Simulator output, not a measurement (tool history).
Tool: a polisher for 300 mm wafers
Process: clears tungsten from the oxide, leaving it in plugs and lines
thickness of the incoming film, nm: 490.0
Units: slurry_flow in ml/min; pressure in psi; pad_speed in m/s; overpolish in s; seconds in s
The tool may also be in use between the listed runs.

| run | day | slurry_flow | pressure | pad_speed | slurry_solids | overpolish | seconds |
|---|---|---|---|---|---|---|---|
| 1 | 0 | 165 | 3 | 1.06 | 1 | 19 | 120.34 |
| 2 | 0.067 | 165 | 3.2 | 1.06 | 1 | 19 | 116.1 |
| 3 | 0.262 | 165 | 2.9 | 1.06 | 1 | 19 | 118.58 |
| 4 | 0.379 | 165 | 2.9 | 1.06 | 1 | 19 | 122.87 |
| 5 | 0.754 | 165 | 2.9 | 0.82 | 1 | 19 | 157.72 |
| 6 | 0.942 | 165 | 2.9 | 0.72 | 1 | 19 | 181.69 |
| 7 | 1.171 | 165 | 3.2 | 0.78 | 1 | 19 | 158.52 |

Run 8 comes next. What will it give?
| 8 | 1.417 | 165 | 3.4 | 0.84 | 1 | 19 | ? |

seconds: 140.91 s
